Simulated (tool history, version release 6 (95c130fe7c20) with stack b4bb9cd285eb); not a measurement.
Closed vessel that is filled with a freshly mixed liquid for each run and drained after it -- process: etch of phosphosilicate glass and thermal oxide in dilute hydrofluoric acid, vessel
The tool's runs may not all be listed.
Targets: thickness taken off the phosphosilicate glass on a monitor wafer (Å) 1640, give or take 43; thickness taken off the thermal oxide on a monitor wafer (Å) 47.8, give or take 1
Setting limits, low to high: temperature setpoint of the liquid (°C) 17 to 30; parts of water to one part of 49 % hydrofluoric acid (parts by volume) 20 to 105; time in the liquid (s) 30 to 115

run,hour,temperature setpoint of the liquid (°C),parts of water to one part of 49 % hydrofluoric acid (parts by volume),time in the liquid (s),thickness taken off the phosphosilicate glass on a monitor wafer (Å),thickness taken off the thermal oxide on a monitor wafer (Å)
1,0,22,55,60,1940.3,56.453
2,3.9,25,55,60,2195.9,63.726
3,5.9,24,55,60,2104.7,61.49
4,9.2,23,55,60,2031.6,58.285
5,15,23,70,60,1569.9,45.558
6,19.3,23,80,60,1349.6,39.388
7,25.8,23.5,80,60,1378.9,40.212
8,26.6,24,80,60,1412.5,41.381
9,31.8,24,80,60,1413.9,40.746

Of the 4 settings listed for the next run, only one would bring every result within its allowed miss of target. Which one?
A,37,17,55,60,?,?
B,37,24,75,65,?,?
C,37,24,60,40,?,?
D,37,19,65,65,?,?

move,thickness taken off the phosphosilicate glass on a monitor wafer (Å),thickness taken off the thermal oxide on a monitor wafer (Å)
A,1565,45.11
B,1630.8,47.006
C,1277.5,36.825
D,1546.7,44.584
A: gains on the last run, yet a result remains outside its allowed miss
B: hits every target within its allowed miss
C: the biggest miss grows against the last run
D: gains on the last run, yet a result remains outside its allowed miss
B is the move that brings every result within its allowed miss.
